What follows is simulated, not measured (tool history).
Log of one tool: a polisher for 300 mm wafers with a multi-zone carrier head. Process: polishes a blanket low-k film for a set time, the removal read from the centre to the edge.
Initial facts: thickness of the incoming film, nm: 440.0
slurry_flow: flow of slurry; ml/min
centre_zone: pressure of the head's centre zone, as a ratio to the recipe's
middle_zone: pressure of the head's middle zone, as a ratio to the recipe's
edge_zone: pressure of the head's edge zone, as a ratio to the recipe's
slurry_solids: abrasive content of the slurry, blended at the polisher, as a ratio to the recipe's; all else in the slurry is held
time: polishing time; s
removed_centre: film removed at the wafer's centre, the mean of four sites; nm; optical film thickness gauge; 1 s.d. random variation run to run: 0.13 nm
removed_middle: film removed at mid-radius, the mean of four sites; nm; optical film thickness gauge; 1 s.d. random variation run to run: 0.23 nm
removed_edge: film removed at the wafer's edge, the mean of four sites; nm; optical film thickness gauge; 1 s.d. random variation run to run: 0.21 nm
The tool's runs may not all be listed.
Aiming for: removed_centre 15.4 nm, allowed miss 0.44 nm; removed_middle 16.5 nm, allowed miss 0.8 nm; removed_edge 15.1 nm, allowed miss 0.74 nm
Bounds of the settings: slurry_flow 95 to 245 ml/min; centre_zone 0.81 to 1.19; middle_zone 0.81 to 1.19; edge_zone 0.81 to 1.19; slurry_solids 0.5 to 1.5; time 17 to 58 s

run,hour,slurry_flow,centre_zone,middle_zone,edge_zone,slurry_solids,time,removed_centre,removed_middle,removed_edge
1,0,155,1,1,1,1,37,17.75,17.178,16.756
2,4.5,155,1,0.97,1,1,37,17.687,16.911,17.208
3,10.2,155,1,0.9,1,1,37,17.554,15.405,17.256
4,12.4,150,0.99,0.92,0.98,1,37,17.288,15.814,16.832
5,14.6,145,0.98,0.93,0.97,1,37,17.121,15.871,16.94
6,20.7,145,0.98,0.93,0.89,1,37,16.999,16.277,15.908
7,24.2,140,0.97,0.94,0.88,1,37,16.737,15.929,16.192
8,24.9,140,0.96,0.96,0.87,1,37,16.476,16.184,16.037
9,29.9,140,0.96,0.97,0.86,1,37,16.461,16.456,15.963
10,38,135,0.96,0.98,0.85,1,37,16.477,16.653,16.131
11,39.6,140,0.96,0.99,0.84,1,37,16.764,16.817,15.109
12,42.9,135,0.95,1,0.84,1,37,16.38,16.822,15.591

Which one of the following 5 next-run settings gets every result inside its allowed miss? There is exactly one.
A,46.2,95,0.9,0.98,0.96,1,39,?,?,?
B,46.2,175,1.06,0.98,0.85,0.9,37,?,?,?
C,46.2,115,0.93,1.02,0.84,0.85,40,?,?,?
D,46.2,130,0.96,1.01,0.87,1.1,35,?,?,?
E,46.2,145,0.99,0.96,0.88,1.1,37,?,?,?

move,removed_centre,removed_middle,removed_edge
A,15.294,16.644,16.571
B,18.066,16.435,15.021
C,15.292,16.565,14.824
D,16.476,17.092,15.575
E,18.327,17.622,16.775
A: gets the furthest-off result to its target, but another result is out of tolerance
B: misses by more than the last run did
C: each result inside its tolerance
D: misses by more than the last run did
E: misses by more than the last run did
Correct choice: C, which meets every target

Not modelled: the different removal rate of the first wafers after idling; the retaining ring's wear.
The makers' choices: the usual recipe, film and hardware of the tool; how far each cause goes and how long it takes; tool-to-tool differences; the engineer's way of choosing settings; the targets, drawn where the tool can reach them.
